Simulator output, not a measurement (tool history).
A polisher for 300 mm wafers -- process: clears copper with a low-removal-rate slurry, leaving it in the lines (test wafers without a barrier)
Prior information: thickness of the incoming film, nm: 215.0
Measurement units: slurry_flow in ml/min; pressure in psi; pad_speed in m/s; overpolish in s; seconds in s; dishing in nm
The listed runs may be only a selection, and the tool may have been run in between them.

{"run": 1, "hour": 0.0, "slurry_flow": 230, "pressure": 2.6, "pad_speed": 0.96, "slurry_solids": 1, "overpolish": 11, "seconds": 72.28, "dishing": 19.565}
{"run": 2, "hour": 4.9, "slurry_flow": 230, "pressure": 2.4, "pad_speed": 0.96, "slurry_solids": 1, "overpolish": 11, "seconds": 78.207, "dishing": 17.858}
{"run": 3, "hour": 10.0, "slurry_flow": 230, "pressure": 2.4, "pad_speed": 0.96, "slurry_solids": 1.15, "overpolish": 11, "seconds": 74.883, "dishing": 19.007}
{"run": 4, "hour": 13.9, "slurry_flow": 230, "pressure": 2.7, "pad_speed": 0.98, "slurry_solids": 1.15, "overpolish": 11, "seconds": 66.396, "dishing": 19.915}
{"run": 5, "hour": 21.5, "slurry_flow": 230, "pressure": 2.2, "pad_speed": 0.98, "slurry_solids": 1.15, "overpolish": 11, "seconds": 78.7, "dishing": 17.746}
{"run": 6, "hour": 30.0, "slurry_flow": 230, "pressure": 2.5, "pad_speed": 1, "slurry_solids": 1.15, "overpolish": 12, "seconds": 69.114, "dishing": 20.864}
{"run": 7, "hour": 35.1, "slurry_flow": 230, "pressure": 2.5, "pad_speed": 1, "slurry_solids": 1.15, "overpolish": 12, "seconds": 70.754, "dishing": 21.01}
{"run": 8, "hour": 42.8, "slurry_flow": 230, "pressure": 2.8, "pad_speed": 1.02, "slurry_solids": 1.15, "overpolish": 12, "seconds": 63.307, "dishing": 22.657}

What does the tool deliver on the next run?
{"run": 9, "hour": 44.8, "slurry_flow": 230, "pressure": 3, "pad_speed": 1.06, "slurry_solids": 1.15, "overpolish": 12, "seconds": "?", "dishing": "?"}

{"run 9": {"seconds": 56.573, "dishing": 24.156}}

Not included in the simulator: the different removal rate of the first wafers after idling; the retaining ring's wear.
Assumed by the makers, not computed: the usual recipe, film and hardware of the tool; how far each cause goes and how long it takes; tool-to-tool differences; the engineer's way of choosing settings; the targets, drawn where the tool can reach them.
